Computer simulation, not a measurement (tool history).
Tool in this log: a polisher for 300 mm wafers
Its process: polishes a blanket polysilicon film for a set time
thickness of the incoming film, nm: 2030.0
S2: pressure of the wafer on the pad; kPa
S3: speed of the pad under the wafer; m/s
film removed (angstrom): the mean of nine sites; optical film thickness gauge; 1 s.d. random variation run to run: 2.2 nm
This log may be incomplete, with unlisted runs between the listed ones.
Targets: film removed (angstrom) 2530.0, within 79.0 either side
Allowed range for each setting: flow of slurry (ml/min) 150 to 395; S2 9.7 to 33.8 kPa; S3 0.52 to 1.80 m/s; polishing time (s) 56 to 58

Run 1, day 0.000: flow of slurry (ml/min) 250, S2 21.4 kPa, S3 1.16 m/s, polishing time (s) 56. Result: film removed (angstrom) 4918.4.
Run 2, day 0.100: flow of slurry (ml/min) 285, S2 21.4 kPa, S3 1.16 m/s, polishing time (s) 56. Result: film removed (angstrom) 4950.5.
Run 3, day 0.404: flow of slurry (ml/min) 285, S2 21.4 kPa, S3 0.98 m/s, polishing time (s) 56. Result: film removed (angstrom) 4361.4.
Run 4, day 0.429: flow of slurry (ml/min) 285, S2 21.4 kPa, S3 0.98 m/s, polishing time (s) 56. Result: film removed (angstrom) 4329.1.
Run 5, day 0.642: flow of slurry (ml/min) 285, S2 21.4 kPa, S3 0.98 m/s, polishing time (s) 58. Result: film removed (angstrom) 4429.2.
Run 6, day 0.883: flow of slurry (ml/min) 285, S2 17.9 kPa, S3 0.98 m/s, polishing time (s) 58. Result: film removed (angstrom) 3886.7.
Run 7, day 0.946: flow of slurry (ml/min) 285, S2 15.2 kPa, S3 0.96 m/s, polishing time (s) 58. Result: film removed (angstrom) 3359.0.
Run 8, day 1.238: flow of slurry (ml/min) 285, S2 13.8 kPa, S3 0.94 m/s, polishing time (s) 58. Result: film removed (angstrom) 3043.7.
Run 9, day 1.608: flow of slurry (ml/min) 280, S2 12.4 kPa, S3 0.94 m/s, polishing time (s) 58. Result: film removed (angstrom) 2808.6.
Run 10, day 1.879: flow of slurry (ml/min) 265, S2 11.7 kPa, S3 0.94 m/s, polishing time (s) 58. Result: film removed (angstrom) 2692.2.
Run 11, day 2.188: flow of slurry (ml/min) 255, S2 11.7 kPa, S3 0.94 m/s, polishing time (s) 58. Result: film removed (angstrom) 2681.7.
Run 12, day 2.442: flow of slurry (ml/min) 245, S2 11.7 kPa, S3 0.94 m/s, polishing time (s) 58. Result: film removed (angstrom) 2669.5.

Exercise: of the 4 proposed moves below, exactly one satisfies all targets within the stated allowed misses. Which move is it?
Run A, day 2.696: flow of slurry (ml/min) 240, S2 9.7 kPa, S3 1.06 m/s, polishing time (s) 57. Result: film removed (angstrom) ?.
Run B, day 2.696: flow of slurry (ml/min) 270, S2 11.7 kPa, S3 0.98 m/s, polishing time (s) 57. Result: film removed (angstrom) ?.
Run C, day 2.696: flow of slurry (ml/min) 255, S2 11.7 kPa, S3 1.02 m/s, polishing time (s) 56. Result: film removed (angstrom) ?.
Run D, day 2.696: flow of slurry (ml/min) 320, S2 13.1 kPa, S3 0.72 m/s, polishing time (s) 58. Result: film removed (angstrom) ?.

move  film removed (angstrom)
   A                   2511.9
   B                   2710.3
   C                   2742.9
   D                   2328.3
A: all results in spec
B: further off than the last run
C: further off than the last run
D: pushes the last run's worst result past its target
The right move is A.

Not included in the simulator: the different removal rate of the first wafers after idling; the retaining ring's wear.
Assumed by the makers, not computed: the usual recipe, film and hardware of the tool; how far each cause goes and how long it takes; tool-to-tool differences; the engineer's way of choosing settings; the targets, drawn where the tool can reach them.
